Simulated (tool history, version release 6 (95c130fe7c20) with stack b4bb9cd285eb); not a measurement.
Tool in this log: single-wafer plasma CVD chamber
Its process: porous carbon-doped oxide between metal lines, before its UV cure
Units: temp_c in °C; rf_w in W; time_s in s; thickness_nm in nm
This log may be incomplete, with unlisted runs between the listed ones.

{"run": 1, "hour": 0.0, "temp_c": 295, "rf_w": 525, "time_s": 14.6, "thickness_nm": 84.88}
{"run": 2, "hour": 1.0, "temp_c": 295, "rf_w": 525, "time_s": 13.9, "thickness_nm": 81.128}
{"run": 3, "hour": 7.0, "temp_c": 300, "rf_w": 525, "time_s": 13.9, "thickness_nm": 78.155}
{"run": 4, "hour": 12.6, "temp_c": 300, "rf_w": 525, "time_s": 13.9, "thickness_nm": 78.331}
{"run": 5, "hour": 13.3, "temp_c": 300, "rf_w": 525, "time_s": 13.9, "thickness_nm": 78.068}
{"run": 6, "hour": 15.5, "temp_c": 301, "rf_w": 525, "time_s": 13.9, "thickness_nm": 77.689}
{"run": 7, "hour": 22.8, "temp_c": 302, "rf_w": 525, "time_s": 13.9, "thickness_nm": 77.474}

Forecast run 8:
{"run": 8, "hour": 25.2, "temp_c": 303, "rf_w": 525, "time_s": 13.9, "thickness_nm": "?"}

thickness_nm: 76.753 nm

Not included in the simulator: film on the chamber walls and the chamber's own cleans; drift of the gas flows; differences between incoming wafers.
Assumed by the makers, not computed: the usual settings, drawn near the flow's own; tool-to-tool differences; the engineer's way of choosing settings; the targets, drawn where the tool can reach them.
